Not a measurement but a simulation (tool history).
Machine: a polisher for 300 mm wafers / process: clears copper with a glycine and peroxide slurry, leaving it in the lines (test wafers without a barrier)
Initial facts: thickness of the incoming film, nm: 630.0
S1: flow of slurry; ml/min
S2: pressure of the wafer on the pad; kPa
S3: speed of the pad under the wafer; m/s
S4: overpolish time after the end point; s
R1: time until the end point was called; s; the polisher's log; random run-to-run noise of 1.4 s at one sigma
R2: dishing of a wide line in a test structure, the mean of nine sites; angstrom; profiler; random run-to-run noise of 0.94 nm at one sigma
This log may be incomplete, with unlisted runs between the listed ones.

| run | hour | S1 | S2 | S3 | S4 | R1 | R2 |
|---|---|---|---|---|---|---|---|
| 1 | 0.0 | 290 | 13.8 | 1.28 | 15 | 131.550 | 422.69 |
| 2 | 2.4 | 290 | 15.2 | 1.32 | 15 | 118.240 | 462.09 |
| 3 | 8.0 | 290 | 16.5 | 1.34 | 15 | 114.220 | 474.06 |
| 4 | 9.3 | 290 | 17.2 | 1.42 | 16 | 105.670 | 533.44 |
| 5 | 15.6 | 290 | 18.6 | 1.42 | 16 | 97.562 | 567.87 |
| 6 | 17.5 | 290 | 16.5 | 1.42 | 16 | 112.050 | 516.76 |
| 7 | 24.5 | 295 | 20.7 | 1.54 | 18 | 82.466 | 674.37 |

For run 8, what comes out?
| 8 | 25.9 | 295 | 20.7 | 1.54 | 19 | ? | ? |

For run 8 the tool returned R1 86.868 s, R2 682.23 angstrom.
